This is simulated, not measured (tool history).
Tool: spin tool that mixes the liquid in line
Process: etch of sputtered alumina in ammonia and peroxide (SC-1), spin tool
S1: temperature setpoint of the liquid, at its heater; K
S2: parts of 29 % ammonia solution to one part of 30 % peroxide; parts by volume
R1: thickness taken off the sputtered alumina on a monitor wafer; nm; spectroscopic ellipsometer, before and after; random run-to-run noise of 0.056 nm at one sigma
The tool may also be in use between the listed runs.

run 1 day=0.000 | S1=323.15 S2=0.80 time_under_the_liquid_(s)=100 | R1=6.4900
run 2 day=0.375 | S1=324.65 S2=0.80 time_under_the_liquid_(s)=100 | R1=7.0104
run 3 day=0.450 | S1=326.15 S2=0.80 time_under_the_liquid_(s)=100 | R1=7.5867
run 4 day=0.583 | S1=326.15 S2=0.70 time_under_the_liquid_(s)=100 | R1=7.4907
run 5 day=0.662 | S1=326.15 S2=0.85 time_under_the_liquid_(s)=100 | R1=7.6908
run 6 day=0.904 | S1=326.15 S2=0.85 time_under_the_liquid_(s)=100 | R1=7.6682
run 7 day=1.250 | S1=327.15 S2=0.85 time_under_the_liquid_(s)=100 | R1=8.0738

Run 8 has not been measured yet. What should we expect?
run 8 day=1.562 | S1=328.15 S2=0.85 time_under_the_liquid_(s)=100 | R1=?

R1: 8.5705 nm
